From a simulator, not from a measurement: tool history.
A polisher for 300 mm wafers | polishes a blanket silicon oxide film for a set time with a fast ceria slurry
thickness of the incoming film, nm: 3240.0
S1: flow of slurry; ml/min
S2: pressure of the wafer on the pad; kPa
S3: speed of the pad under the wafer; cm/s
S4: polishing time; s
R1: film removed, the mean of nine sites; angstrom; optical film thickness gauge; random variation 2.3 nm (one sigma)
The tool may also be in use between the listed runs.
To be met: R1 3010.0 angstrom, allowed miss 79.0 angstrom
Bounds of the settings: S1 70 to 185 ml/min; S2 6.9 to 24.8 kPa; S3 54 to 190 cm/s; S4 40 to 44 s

Run 1, day 0.000: S1 120 ml/min, S2 15.9 kPa, S3 122 cm/s, S4 44 s. Result: R1 6961.0 angstrom.
Run 2, day 0.033: S1 120 ml/min, S2 15.9 kPa, S3 142 cm/s, S4 44 s. Result: R1 8163.5 angstrom.
Run 3, day 0.208: S1 120 ml/min, S2 18.6 kPa, S3 142 cm/s, S4 44 s. Result: R1 9446.5 angstrom.
Run 4, day 0.262: S1 120 ml/min, S2 18.6 kPa, S3 122 cm/s, S4 44 s. Result: R1 8200.3 angstrom.
Run 5, day 0.412: S1 120 ml/min, S2 18.6 kPa, S3 108 cm/s, S4 44 s. Result: R1 7337.0 angstrom.
Run 6, day 0.762: S1 120 ml/min, S2 18.6 kPa, S3 108 cm/s, S4 40 s. Result: R1 6604.5 angstrom.
Run 7, day 0.788: S1 110 ml/min, S2 15.2 kPa, S3 106 cm/s, S4 40 s. Result: R1 5267.5 angstrom.
Run 8, day 0.904: S1 100 ml/min, S2 13.1 kPa, S3 106 cm/s, S4 40 s. Result: R1 4425.9 angstrom.
Run 9, day 1.100: S1 95 ml/min, S2 11.7 kPa, S3 106 cm/s, S4 40 s. Result: R1 3934.8 angstrom.
Run 10, day 1.312: S1 90 ml/min, S2 11.0 kPa, S3 106 cm/s, S4 40 s. Result: R1 3620.3 angstrom.
Run 11, day 1.362: S1 90 ml/min, S2 11.0 kPa, S3 106 cm/s, S4 40 s. Result: R1 3578.9 angstrom.
Run 12, day 1.567: S1 85 ml/min, S2 10.3 kPa, S3 106 cm/s, S4 40 s. Result: R1 3346.8 angstrom.
Run 13, day 1.904: S1 70 ml/min, S2 9.0 kPa, S3 106 cm/s, S4 40 s. Result: R1 2680.2 angstrom.
Run 14, day 2.017: S1 75 ml/min, S2 9.0 kPa, S3 106 cm/s, S4 40 s. Result: R1 2792.2 angstrom.

5 next moves are on the table. One of them brings every result within its allowed miss. Which?
Run A, day 2.129: S1 85 ml/min, S2 10.3 kPa, S3 96 cm/s, S4 42 s. Result: R1 ?.
Run B, day 2.129: S1 70 ml/min, S2 12.4 kPa, S3 74 cm/s, S4 41 s. Result: R1 ?.
Run C, day 2.129: S1 85 ml/min, S2 8.3 kPa, S3 96 cm/s, S4 40 s. Result: R1 ?.
Run D, day 2.129: S1 125 ml/min, S2 7.6 kPa, S3 104 cm/s, S4 44 s. Result: R1 ?.
Run E, day 2.129: S1 80 ml/min, S2 9.0 kPa, S3 108 cm/s, S4 44 s. Result: R1 ?.

move      R1
   A  3188.6
   B  2680.7
   C  2456.9
   D  2997.5
   E  3195.8
A: takes the result that was furthest off past its target
B: further off than the last run
C: further off than the last run
D: meets every target
E: takes the result that was furthest off past its target
The right move is D.

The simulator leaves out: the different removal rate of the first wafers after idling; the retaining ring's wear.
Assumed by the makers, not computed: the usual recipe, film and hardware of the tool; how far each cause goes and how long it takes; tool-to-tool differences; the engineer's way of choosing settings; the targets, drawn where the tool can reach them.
